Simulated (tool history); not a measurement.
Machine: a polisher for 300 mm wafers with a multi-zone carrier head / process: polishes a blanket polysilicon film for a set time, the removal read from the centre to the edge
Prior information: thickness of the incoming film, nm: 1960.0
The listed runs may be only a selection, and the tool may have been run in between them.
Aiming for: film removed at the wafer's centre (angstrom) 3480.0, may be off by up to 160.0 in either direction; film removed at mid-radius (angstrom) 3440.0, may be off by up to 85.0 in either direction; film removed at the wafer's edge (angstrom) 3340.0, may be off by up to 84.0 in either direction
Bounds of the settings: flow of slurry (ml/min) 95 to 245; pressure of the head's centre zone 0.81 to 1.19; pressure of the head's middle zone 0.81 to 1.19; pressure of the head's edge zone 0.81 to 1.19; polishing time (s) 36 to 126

run  hour  flow of slurry (ml/min)  pressure of the head's centre zone  pressure of the head's middle zone  pressure of the head's edge zone  polishing time (s)  film removed at the wafer's centre (angstrom)  film removed at mid-radius (angstrom)  film removed at the wafer's edge (angstrom)
  1   0.0                      155                                1.00                                1.00                              1.00                  81                                         4951.3                                 4975.7                                       5106.6
  2   4.6                      155                                1.00                                1.00                              1.00                  66                                         3974.0                                 4054.0                                       4243.1
  3  10.2                      155                                1.00                                1.05                              1.00                  66                                         3955.2                                 4196.5                                       4144.4
  4  11.1                      155                                1.06                                1.05                              1.00                  66                                         4140.3                                 4172.8                                       4090.7
  5  13.9                      150                                1.06                                1.04                              0.98                  65                                         4119.5                                 4120.9                                       3980.7
  6  16.6                      145                                1.05                                1.03                              0.97                  64                                         3884.8                                 3965.9                                       3955.5
  7  22.7                      140                                1.07                                1.03                              0.95                  63                                         3897.4                                 3856.1                                       3872.6
  8  29.7                      135                                1.08                                1.04                              0.94                  62                                         3803.5                                 3810.6                                       3762.3
  9  32.7                      100                                1.08                                0.99                              0.84                  59                                         3398.2                                 3257.2                                       3217.1
 10  35.3                      105                                1.08                                0.99                              0.84                  59                                         3408.9                                 3288.0                                       3242.1
 11  44.3                      110                                1.08                                0.99                              0.84                  59                                         3484.7                                 3347.6                                       3300.9

5 candidate next runs follow, results not yet known. Just one meets every target within its allowed miss. Identify it.
  A  53.3                      105                                1.07                                1.01                              0.85                  61                                              ?                                      ?                                            ?
  B  53.3                      115                                1.11                                0.94                              0.88                  60                                              ?                                      ?                                            ?
  C  53.3                      110                                1.12                                1.05                              0.82                  57                                              ?                                      ?                                            ?
  D  53.3                      115                                1.08                                0.96                              0.81                  58                                              ?                                      ?                                            ?
  E  53.3                      125                                1.12                                0.97                              0.82                  57                                              ?                                      ?                                            ?

move  film removed at the wafer's centre (angstrom)  film removed at mid-radius (angstrom)  film removed at the wafer's edge (angstrom)
   A                                         3529.1                                 3458.9                                       3407.8
   B                                         3664.4                                 3270.2                                       3455.7
   C                                         3468.6                                 3376.2                                       3155.0
   D                                         3463.8                                 3218.1                                       3218.7
   E                                         3583.7                                 3249.1                                       3219.5
A: in spec on every target
B: the biggest miss grows against the last run
C: meets the target for the result that was furthest off, but another lies outside its allowed miss
D: the biggest miss grows against the last run
E: the biggest miss grows against the last run
The move that meets every target is A.

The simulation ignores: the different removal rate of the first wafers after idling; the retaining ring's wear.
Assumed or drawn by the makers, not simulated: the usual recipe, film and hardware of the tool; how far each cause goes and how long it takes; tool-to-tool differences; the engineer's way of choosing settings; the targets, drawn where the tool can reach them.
